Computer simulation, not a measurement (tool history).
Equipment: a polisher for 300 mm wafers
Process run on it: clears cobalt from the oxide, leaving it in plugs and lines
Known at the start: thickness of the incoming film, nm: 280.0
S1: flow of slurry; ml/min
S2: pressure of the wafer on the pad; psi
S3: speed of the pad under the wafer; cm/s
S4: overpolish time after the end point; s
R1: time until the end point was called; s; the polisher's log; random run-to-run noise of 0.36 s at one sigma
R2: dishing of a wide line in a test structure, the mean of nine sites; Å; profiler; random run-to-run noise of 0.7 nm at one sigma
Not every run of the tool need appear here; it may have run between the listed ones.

{"run": 1, "hour": 0.0, "S1": 195, "S2": 1.9, "S3": 80, "S4": 18, "R1": 77.667, "R2": 410.59}
{"run": 2, "hour": 2.2, "S1": 200, "S2": 2, "S3": 80, "S4": 18, "R1": 74.063, "R2": 423.87}
{"run": 3, "hour": 10.9, "S1": 200, "S2": 2.1, "S3": 80, "S4": 18, "R1": 70.48, "R2": 421.49}
{"run": 4, "hour": 18.2, "S1": 200, "S2": 2.1, "S3": 94, "S4": 18, "R1": 62.436, "R2": 457.05}
{"run": 5, "hour": 26.6, "S1": 200, "S2": 2.2, "S3": 94, "S4": 18, "R1": 59.887, "R2": 464.92}
{"run": 6, "hour": 28.9, "S1": 250, "S2": 2.2, "S3": 94, "S4": 18, "R1": 57.875, "R2": 475.63}
{"run": 7, "hour": 30.6, "S1": 250, "S2": 2.3, "S3": 94, "S4": 18, "R1": 55.827, "R2": 478.5}
{"run": 8, "hour": 34.2, "S1": 250, "S2": 2.4, "S3": 94, "S4": 18, "R1": 54.643, "R2": 482.19}

Expected results for the next run?
{"run": 9, "hour": 38.3, "S1": 250, "S2": 2.5, "S3": 94, "S4": 18, "R1": "?", "R2": "?"}

Run 9 gave R1 52.016 s, R2 484.41 Å.

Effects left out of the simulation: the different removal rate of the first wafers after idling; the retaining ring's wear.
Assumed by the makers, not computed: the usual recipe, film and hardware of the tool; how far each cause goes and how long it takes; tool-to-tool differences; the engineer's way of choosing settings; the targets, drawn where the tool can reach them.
